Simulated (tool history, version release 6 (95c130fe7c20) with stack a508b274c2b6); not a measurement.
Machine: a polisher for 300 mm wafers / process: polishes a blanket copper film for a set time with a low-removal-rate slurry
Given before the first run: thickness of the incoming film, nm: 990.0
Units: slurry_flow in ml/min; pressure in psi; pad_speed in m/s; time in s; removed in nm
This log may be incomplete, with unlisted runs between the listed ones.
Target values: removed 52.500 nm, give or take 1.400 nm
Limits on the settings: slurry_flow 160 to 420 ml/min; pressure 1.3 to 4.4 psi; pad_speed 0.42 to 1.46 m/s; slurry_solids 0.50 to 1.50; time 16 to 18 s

run  hour  slurry_flow  pressure  pad_speed  slurry_solids  time  removed
  1   0.0          270       2.8       0.94           1.00    18   44.058
  2   5.2          270       2.8       1.04           1.00    18   47.799
  3  11.1          270       2.8       1.04           1.00    16   42.290
  4  13.0          220       2.8       1.04           1.00    16   41.666
  5  14.7          250       2.9       1.04           1.00    16   43.746
  6  18.8          250       2.9       0.88           1.00    16   37.549
  7  19.6          275       3.1       0.88           1.00    16   39.905
  8  21.8          285       3.3       0.88           1.00    16   42.352
  9  30.3          285       3.3       0.88           1.00    16   41.925
 10  34.4          295       3.5       0.88           1.00    16   44.365
 11  40.1          300       3.6       0.88           1.00    16   46.184
 12  46.7          310       3.7       0.88           1.00    16   46.893
 13  51.2          310       3.8       0.88           1.00    16   47.875
 14  57.9          315       3.9       0.88           1.00    16   49.132
 15  63.7          315       4.0       0.88           1.00    16   50.759

Exactly one of the 4 candidate moves below puts every result within its allowed miss. Which one?
  A  69.5          340       3.7       0.96           0.90    16        ?
  B  69.5          260       3.7       0.86           1.15    17        ?
  C  69.5          390       3.8       0.88           1.05    16        ?
  D  69.5          285       4.3       0.72           1.20    18        ?

move  removed
   A   49.995
   B   49.757
   C   49.657
   D   52.665
A: misses by more than the last run did
B: misses by more than the last run did
C: misses by more than the last run did
D: each result inside its tolerance
The right move is D.
